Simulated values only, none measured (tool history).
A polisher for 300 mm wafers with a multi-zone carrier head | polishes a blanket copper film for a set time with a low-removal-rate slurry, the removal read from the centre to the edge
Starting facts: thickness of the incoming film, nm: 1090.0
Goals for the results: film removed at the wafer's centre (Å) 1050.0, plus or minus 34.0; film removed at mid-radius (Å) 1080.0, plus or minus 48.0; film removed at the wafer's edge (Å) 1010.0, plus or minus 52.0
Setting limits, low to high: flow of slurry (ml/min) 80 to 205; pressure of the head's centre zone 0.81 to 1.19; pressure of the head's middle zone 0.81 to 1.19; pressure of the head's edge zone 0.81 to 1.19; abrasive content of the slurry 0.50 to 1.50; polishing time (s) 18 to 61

run	hour	flow of slurry (ml/min)	pressure of the head's centre zone	pressure of the head's middle zone	pressure of the head's edge zone	abrasive content of the slurry	polishing time (s)	film removed at the wafer's centre (Å)	film removed at mid-radius (Å)	film removed at the wafer's edge (Å)
1	0.0	135	1.00	1.00	1.00	1.00	39	1553.4	1521.0	1531.6
2	2.5	135	1.00	1.00	0.92	1.00	39	1524.5	1509.8	1468.3
3	8.8	135	0.94	1.00	0.92	1.00	39	1438.9	1520.7	1478.8
4	15.9	135	0.94	1.00	0.92	1.20	39	1507.3	1564.1	1543.3
5	17.8	135	0.95	0.99	0.90	1.05	37	1389.8	1450.1	1399.1
6	21.2	135	0.95	0.99	0.90	1.05	43	1627.6	1700.4	1658.1
7	29.1	130	0.95	0.97	0.82	0.80	32	1125.0	1151.7	1074.3
8	33.8	125	0.95	0.97	0.82	0.80	32	1118.6	1151.3	1048.7
9	36.2	120	0.94	0.96	0.82	0.80	32	1082.8	1125.2	1086.0
10	39.3	120	0.94	0.96	0.82	0.75	32	1081.0	1102.6	1037.1

Consider the 4 candidate settings below. Which is the only one whose results all fall within their allowed miss of target?
A	42.4	80	1.04	0.98	0.88	0.65	34	?	?	?
B	42.4	135	0.96	1.06	0.81	0.60	32	?	?	?
C	42.4	200	0.99	0.98	0.86	0.80	28	?	?	?
D	42.4	110	0.97	1.01	0.84	1.00	29	?	?	?

move	film removed at the wafer's centre (Å)	film removed at mid-radius (Å)	film removed at the wafer's edge (Å)
A	1102.0	1067.0	1069.7
B	1082.5	1186.9	1036.0
C	1116.5	1107.5	1038.4
D	1054.2	1107.8	1034.4
A: lands further from the targets than the last run did
B: brings the last run's worst result on target, with another outside its allowed miss
C: lands further from the targets than the last run did
D: all results in spec
D meets every target.

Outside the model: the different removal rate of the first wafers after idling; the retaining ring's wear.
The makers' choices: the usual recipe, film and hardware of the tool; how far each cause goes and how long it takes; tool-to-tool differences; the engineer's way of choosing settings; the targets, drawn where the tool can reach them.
